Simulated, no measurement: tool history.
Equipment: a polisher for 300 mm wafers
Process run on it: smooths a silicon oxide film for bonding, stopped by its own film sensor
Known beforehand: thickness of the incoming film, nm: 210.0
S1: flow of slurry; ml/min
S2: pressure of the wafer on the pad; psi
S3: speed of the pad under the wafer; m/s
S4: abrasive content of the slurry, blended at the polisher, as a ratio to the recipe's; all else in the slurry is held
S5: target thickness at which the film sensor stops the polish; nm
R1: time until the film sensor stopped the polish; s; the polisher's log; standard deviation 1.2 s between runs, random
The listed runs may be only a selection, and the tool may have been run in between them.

run,hour,S1,S2,S3,S4,S5,R1
1,0,175,2.2,0.8,1,149,98.333
2,1.7,175,2.5,0.8,1,149,87.362
3,7,170,2.3,0.8,1,149,95.829
4,14.3,170,2.3,0.8,1,146,100
5,22.7,170,2.2,0.8,1,146,103.08
6,28.1,170,2.1,0.8,1,146,110.61
7,33.9,170,2.1,0.8,1,146,108.21

Estimate the outcome of run 8 from the log above:
8,40.5,170,2,0.8,1,146,?

Run 8 produced R1 114.19 s.
